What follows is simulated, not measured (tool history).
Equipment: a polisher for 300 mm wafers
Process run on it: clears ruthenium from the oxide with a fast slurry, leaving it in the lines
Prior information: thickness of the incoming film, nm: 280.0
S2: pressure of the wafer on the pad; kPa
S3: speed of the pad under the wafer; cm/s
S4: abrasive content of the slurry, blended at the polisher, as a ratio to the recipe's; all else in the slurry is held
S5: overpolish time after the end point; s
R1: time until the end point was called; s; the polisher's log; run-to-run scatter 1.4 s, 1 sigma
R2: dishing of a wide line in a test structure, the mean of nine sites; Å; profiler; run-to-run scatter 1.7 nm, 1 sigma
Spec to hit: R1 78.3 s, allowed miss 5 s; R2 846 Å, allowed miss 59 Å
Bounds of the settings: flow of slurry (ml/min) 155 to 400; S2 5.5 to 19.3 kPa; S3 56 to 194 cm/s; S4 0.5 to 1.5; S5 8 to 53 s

{"run": 1, "hour": 0.0, "flow of slurry (ml/min)": 255, "S2": 12.4, "S3": 124, "S4": 1, "S5": 27, "R1": 86.717, "R2": 564.35}
{"run": 2, "hour": 8.3, "flow of slurry (ml/min)": 255, "S2": 12.4, "S3": 124, "S4": 1, "S5": 29, "R1": 90.872, "R2": 582.23}
{"run": 3, "hour": 9.5, "flow of slurry (ml/min)": 255, "S2": 13.1, "S3": 124, "S4": 1, "S5": 31, "R1": 83.529, "R2": 626.56}
{"run": 4, "hour": 17.0, "flow of slurry (ml/min)": 255, "S2": 14.5, "S3": 124, "S4": 1, "S5": 31, "R1": 77.397, "R2": 681.26}
{"run": 5, "hour": 19.0, "flow of slurry (ml/min)": 255, "S2": 14.5, "S3": 124, "S4": 1, "S5": 33, "R1": 76.324, "R2": 706.18}
{"run": 6, "hour": 20.4, "flow of slurry (ml/min)": 255, "S2": 12.4, "S3": 124, "S4": 1, "S5": 33, "R1": 85.488, "R2": 656.67}
{"run": 7, "hour": 24.0, "flow of slurry (ml/min)": 255, "S2": 12.4, "S3": 124, "S4": 1, "S5": 34, "R1": 88.604, "R2": 634.31}
{"run": 8, "hour": 26.3, "flow of slurry (ml/min)": 255, "S2": 12.4, "S3": 124, "S4": 1, "S5": 36, "R1": 89.443, "R2": 682.5}
{"run": 9, "hour": 30.2, "flow of slurry (ml/min)": 255, "S2": 12.4, "S3": 124, "S4": 1, "S5": 37, "R1": 85.244, "R2": 685.13}

4 candidate next runs follow, results not yet known. Just one meets every target within its allowed miss. Identify it.
{"run": "A", "hour": 34.1, "flow of slurry (ml/min)": 300, "S2": 17.2, "S3": 84, "S4": 1.1, "S5": 27, "R1": "?", "R2": "?"}
{"run": "B", "hour": 34.1, "flow of slurry (ml/min)": 245, "S2": 11.7, "S3": 134, "S4": 0.95, "S5": 33, "R1": "?", "R2": "?"}
{"run": "C", "hour": 34.1, "flow of slurry (ml/min)": 270, "S2": 12.4, "S3": 134, "S4": 1.05, "S5": 46, "R1": "?", "R2": "?"}
{"run": "D", "hour": 34.1, "flow of slurry (ml/min)": 215, "S2": 13.8, "S3": 108, "S4": 1.2, "S5": 27, "R1": "?", "R2": "?"}

move=A R1=83.954 R2=566.08
move=B R1=89.064 R2=624.93
move=C R1=79.471 R2=820.82
move=D R1=84.208 R2=564.86
A: lands further from the targets than the last run did
B: lands further from the targets than the last run did
C: all results land within tolerance of their targets
D: lands further from the targets than the last run did
C meets every target.
